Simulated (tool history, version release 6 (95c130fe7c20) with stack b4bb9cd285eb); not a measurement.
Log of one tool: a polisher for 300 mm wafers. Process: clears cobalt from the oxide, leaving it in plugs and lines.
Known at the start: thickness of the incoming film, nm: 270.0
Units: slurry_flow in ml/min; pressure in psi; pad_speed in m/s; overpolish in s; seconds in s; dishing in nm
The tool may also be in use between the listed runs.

run 1 hour=0.0 | slurry_flow=160 pressure=1.3 pad_speed=1.06 overpolish=12 | seconds=72.049 dishing=32.249
run 2 hour=3.2 | slurry_flow=190 pressure=1.3 pad_speed=1.06 overpolish=12 | seconds=68.656 dishing=33.278
run 3 hour=5.7 | slurry_flow=190 pressure=1.0 pad_speed=1.06 overpolish=12 | seconds=89.940 dishing=27.469
run 4 hour=13.6 | slurry_flow=190 pressure=1.0 pad_speed=1.06 overpolish=9 | seconds=89.641 dishing=21.646
run 5 hour=14.3 | slurry_flow=225 pressure=1.0 pad_speed=1.06 overpolish=9 | seconds=88.092 dishing=22.289
run 6 hour=20.4 | slurry_flow=225 pressure=1.0 pad_speed=1.06 overpolish=4 | seconds=88.200 dishing=10.656
run 7 hour=21.1 | slurry_flow=225 pressure=0.9 pad_speed=1.12 overpolish=7 | seconds=90.953 dishing=17.376
run 8 hour=24.5 | slurry_flow=220 pressure=0.8 pad_speed=1.20 overpolish=8 | seconds=96.419 dishing=18.760
run 9 hour=30.6 | slurry_flow=215 pressure=0.8 pad_speed=1.26 overpolish=9 | seconds=94.084 dishing=21.271

Forecast run 10:
run 10 hour=34.9 | slurry_flow=210 pressure=0.8 pad_speed=1.30 overpolish=10 | seconds=? dishing=?

seconds: 91.098 s
dishing: 23.617 nm

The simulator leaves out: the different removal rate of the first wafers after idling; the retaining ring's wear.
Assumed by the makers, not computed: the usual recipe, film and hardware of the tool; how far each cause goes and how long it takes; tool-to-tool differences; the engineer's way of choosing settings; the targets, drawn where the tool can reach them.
